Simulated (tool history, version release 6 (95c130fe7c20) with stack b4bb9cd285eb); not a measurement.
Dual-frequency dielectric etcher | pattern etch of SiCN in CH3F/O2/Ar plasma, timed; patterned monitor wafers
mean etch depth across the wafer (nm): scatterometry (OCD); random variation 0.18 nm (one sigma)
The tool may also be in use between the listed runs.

run  hour  source power (kW)  bias power (kW)  etch time (s)  mean etch depth across the wafer (nm)
  1     0               0.41            0.078           92.5                                 36.893
  2     1               0.46            0.078           92.5                                 37.858
  3   7.6               0.44            0.074           92.5                                 37.205
  4  13.5               0.44            0.074           92.5                                 37.437
  5  20.7               0.51            0.074           92.5                                 38.387
  6  26.7               0.51            0.074             97                                 40.568
  7  31.4               0.48            0.071           96.5                                 38.781
  8  32.1               0.46            0.068             96                                 37.188
  9  33.5               0.45            0.066             96                                 37.005
 10  36.9               0.45            0.066             96                                 36.839

Run 11 comes next. What will it give?
 11  42.4               0.43            0.064           95.5                                      ?

mean etch depth across the wafer (nm): 35.735
